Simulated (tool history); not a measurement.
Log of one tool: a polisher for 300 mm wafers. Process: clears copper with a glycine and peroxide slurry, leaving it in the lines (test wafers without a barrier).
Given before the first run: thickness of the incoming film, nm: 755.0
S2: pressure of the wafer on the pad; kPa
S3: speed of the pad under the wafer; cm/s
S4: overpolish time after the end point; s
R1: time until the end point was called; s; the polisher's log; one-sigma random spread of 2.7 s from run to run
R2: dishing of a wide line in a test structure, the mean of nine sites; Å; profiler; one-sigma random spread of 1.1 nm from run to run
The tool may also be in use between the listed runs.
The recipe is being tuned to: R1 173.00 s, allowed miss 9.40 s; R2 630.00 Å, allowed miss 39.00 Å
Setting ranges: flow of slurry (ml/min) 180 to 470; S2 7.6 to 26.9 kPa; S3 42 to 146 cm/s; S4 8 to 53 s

run 1 hour=0.0 | flow_of_slurry_(ml/min)=300 S2=17.2 S3=94 S4=27 | R1=168.72 R2=826.08
run 2 hour=8.9 | flow_of_slurry_(ml/min)=300 S2=17.2 S3=106 S4=27 | R1=156.27 R2=876.51
run 3 hour=15.2 | flow_of_slurry_(ml/min)=245 S2=17.2 S3=106 S4=27 | R1=164.90 R2=851.50
run 4 hour=24.1 | flow_of_slurry_(ml/min)=245 S2=17.2 S3=106 S4=26 | R1=163.79 R2=823.35
run 5 hour=27.9 | flow_of_slurry_(ml/min)=245 S2=18.6 S3=106 S4=26 | R1=154.02 R2=883.07
run 6 hour=35.4 | flow_of_slurry_(ml/min)=245 S2=15.9 S3=106 S4=26 | R1=174.08 R2=815.80
run 7 hour=38.8 | flow_of_slurry_(ml/min)=245 S2=15.9 S3=106 S4=25 | R1=172.02 R2=774.69
run 8 hour=46.7 | flow_of_slurry_(ml/min)=245 S2=15.9 S3=106 S4=24 | R1=168.39 R2=766.63
run 9 hour=52.1 | flow_of_slurry_(ml/min)=245 S2=15.9 S3=106 S4=23 | R1=169.75 R2=739.84
run 10 hour=53.0 | flow_of_slurry_(ml/min)=245 S2=15.9 S3=106 S4=22 | R1=173.60 R2=708.97

5 candidate next runs follow, results not yet known. Just one meets every target within its allowed miss. Identify it.
run A hour=53.9 | flow_of_slurry_(ml/min)=210 S2=16.5 S3=98 S4=27 | R1=? R2=?
run B hour=53.9 | flow_of_slurry_(ml/min)=310 S2=14.5 S3=106 S4=23 | R1=? R2=?
run C hour=53.9 | flow_of_slurry_(ml/min)=195 S2=12.4 S3=138 S4=24 | R1=? R2=?
run D hour=53.9 | flow_of_slurry_(ml/min)=240 S2=17.2 S3=112 S4=24 | R1=? R2=?
run E hour=53.9 | flow_of_slurry_(ml/min)=345 S2=13.8 S3=114 S4=19 | R1=? R2=?

move=A R1=179.19 R2=813.21
move=B R1=178.60 R2=719.20
move=C R1=177.22 R2=734.42
move=D R1=156.84 R2=819.03
move=E R1=174.67 R2=629.32
A: lands further from the targets than the last run did
B: lands further from the targets than the last run did
C: lands further from the targets than the last run did
D: lands further from the targets than the last run did
E: every result within its allowed miss
E is the move that brings every result within its allowed miss.
